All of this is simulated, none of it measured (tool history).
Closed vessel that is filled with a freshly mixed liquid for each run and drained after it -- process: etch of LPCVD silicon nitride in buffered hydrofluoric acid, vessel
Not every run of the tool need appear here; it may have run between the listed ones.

run  hour  temperature setpoint of the liquid (°C)  parts of 40 % ammonium fluoride to one part of 49 % hydrofluoric acid (parts by volume)  time in the liquid (s)  thickness taken off the LPCVD silicon nitride on a monitor wafer (Å)
  1   0.0                                     23.0                                                                                     10.0                    2565                                                                377.49
  2   5.0                                     22.0                                                                                     10.0                    2565                                                                353.13
  3   7.5                                     24.0                                                                                     10.0                    2565                                                                399.18
  4  14.4                                     26.5                                                                                     10.0                    2565                                                                459.80
  5  23.7                                     25.0                                                                                     10.0                    2565                                                                423.37
  6  25.5                                     25.0                                                                                     10.0                    2565                                                                423.86
  7  32.1                                     23.5                                                                                     10.0                    2565                                                                391.23
  8  39.0                                     22.5                                                                                     10.0                    2565                                                                371.66
  9  40.9                                     22.5                                                                                     10.0                    2565                                                                375.90

Predict the results of run 10:
 10  42.7                                     21.5                                                                                     10.0                    2565                                                                     ?

{"run 10": {"thickness taken off the LPCVD silicon nitride on a monitor wafer (Å)": 351.39}}

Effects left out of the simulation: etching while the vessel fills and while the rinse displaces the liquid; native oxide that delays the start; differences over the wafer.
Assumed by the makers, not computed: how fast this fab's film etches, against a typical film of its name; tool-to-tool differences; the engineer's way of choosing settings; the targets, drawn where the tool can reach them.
